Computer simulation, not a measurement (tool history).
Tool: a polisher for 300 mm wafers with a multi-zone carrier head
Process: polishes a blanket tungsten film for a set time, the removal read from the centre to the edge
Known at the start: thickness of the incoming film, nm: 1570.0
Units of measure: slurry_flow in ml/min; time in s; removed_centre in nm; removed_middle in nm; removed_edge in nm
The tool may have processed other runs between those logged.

run	hour	slurry_flow	centre_zone	middle_zone	edge_zone	slurry_solids	time	removed_centre	removed_middle	removed_edge
1	0.0	215	1.00	1.00	1.00	1.00	66	243.37	258.73	263.01
2	3.0	215	1.04	1.00	1.00	1.00	66	252.48	265.53	264.23
3	11.4	225	1.05	1.00	1.04	1.05	66	260.12	271.58	271.30
4	17.4	225	0.99	1.00	1.04	1.05	66	245.38	267.16	271.16
5	20.5	225	0.99	1.00	1.04	1.15	66	247.90	274.95	274.68
6	28.1	230	1.01	0.98	1.07	1.20	66	259.06	280.14	286.04

For run 7, what comes out?
7	31.9	240	1.02	0.97	1.09	1.20	66	?	?	?

{"run 7": {"removed_centre": 260.67, "removed_middle": 268.63, "removed_edge": 287.19}}

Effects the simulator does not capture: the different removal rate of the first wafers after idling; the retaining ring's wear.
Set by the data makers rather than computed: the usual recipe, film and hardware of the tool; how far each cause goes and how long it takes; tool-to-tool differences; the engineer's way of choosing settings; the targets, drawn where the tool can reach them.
